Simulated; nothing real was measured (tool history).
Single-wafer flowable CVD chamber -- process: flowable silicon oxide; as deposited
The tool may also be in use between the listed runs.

run,day,heater temperature setpoint (K),chamber pressure (Torr),RF power (kW),deposition time (s),mean film thickness on the monitor wafer (angstrom)
1,0,383.15,0.616,1.855,267,759.96
2,0.042,383.15,0.616,2.08,267,783.49
3,0.079,383.15,0.667,2.08,267,846.7
4,0.375,391.15,0.667,2.08,267,656.92
5,0.633,391.15,0.748,2.08,267,719.79
6,0.675,389.15,0.748,2.08,267,776.94
7,0.775,387.15,0.748,2.08,267,823.06
8,0.962,386.15,0.748,2.08,267,857.29
9,1.179,385.15,0.748,2.08,267,887.8
10,1.546,384.15,0.748,2.08,267,914.09

What will run 11 give?
11,1.775,383.15,0.748,2.08,267,?

{"run 11": {"mean film thickness on the monitor wafer (angstrom)": 939.01}}
